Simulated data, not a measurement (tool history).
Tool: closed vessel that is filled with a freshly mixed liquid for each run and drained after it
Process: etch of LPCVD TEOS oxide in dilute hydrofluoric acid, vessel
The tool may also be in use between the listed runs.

run  hour  temperature setpoint of the liquid (°C)  parts of water to one part of 49 % hydrofluoric acid (parts by volume)  time in the liquid (s)  thickness taken off the LPCVD TEOS oxide on a monitor wafer (Å)
  1     0                                       24                                                                     290                     105                                                           69.374
  2   0.9                                     22.5                                                                     290                     105                                                            64.98
  3   7.8                                     22.5                                                                     290                     105                                                           65.506
  4   8.8                                     20.5                                                                     290                     105                                                           61.248
  5   9.6                                     20.5                                                                     205                     105                                                           93.084
  6  10.1                                       22                                                                     195                     105                                                           104.29
  7  11.5                                       23                                                                     190                     105                                                           112.33

Run 8 is up next; what results do you expect?
  8  17.4                                       24                                                                     185                     105                                                                ?

Run 8 yielded thickness taken off the LPCVD TEOS oxide on a monitor wafer (Å) 119.52.

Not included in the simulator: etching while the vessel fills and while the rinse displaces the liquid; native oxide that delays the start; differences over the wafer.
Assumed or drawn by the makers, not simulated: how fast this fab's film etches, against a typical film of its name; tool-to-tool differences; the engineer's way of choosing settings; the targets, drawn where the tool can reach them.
